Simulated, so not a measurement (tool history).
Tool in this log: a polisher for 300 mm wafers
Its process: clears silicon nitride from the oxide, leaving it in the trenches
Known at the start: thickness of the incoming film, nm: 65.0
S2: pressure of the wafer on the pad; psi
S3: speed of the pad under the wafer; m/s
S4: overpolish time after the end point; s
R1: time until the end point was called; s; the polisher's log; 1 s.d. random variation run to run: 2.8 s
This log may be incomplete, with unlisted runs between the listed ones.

Run 1, hour 0: flow of slurry (ml/min) 265, S2 2.4 psi, S3 0.9 m/s, S4 7 s. Result: R1 110.06 s.
Run 2, hour 8.8: flow of slurry (ml/min) 235, S2 2.4 psi, S3 0.9 m/s, S4 7 s. Result: R1 113.25 s.
Run 3, hour 16: flow of slurry (ml/min) 235, S2 2.3 psi, S3 0.9 m/s, S4 7 s. Result: R1 117.08 s.
Run 4, hour 24.6: flow of slurry (ml/min) 295, S2 2.3 psi, S3 0.9 m/s, S4 7 s. Result: R1 113.48 s.
At hour 28.9: worn pad replaced by a new one.
Run 5, hour 28.9: flow of slurry (ml/min) 295, S2 2.2 psi, S3 0.9 m/s, S4 7 s. Result: R1 107.5 s.
Run 6, hour 32.3: flow of slurry (ml/min) 295, S2 2.2 psi, S3 0.7 m/s, S4 7 s. Result: R1 132.21 s.
Run 7, hour 41: flow of slurry (ml/min) 290, S2 2.1 psi, S3 0.7 m/s, S4 7 s. Result: R1 140.85 s.

Run 8 has not been measured yet. What should we expect?
Run 8, hour 43.9: flow of slurry (ml/min) 285, S2 2.1 psi, S3 0.7 m/s, S4 7 s. Result: R1 ?.

{"run 8": {"R1": 148.72}}
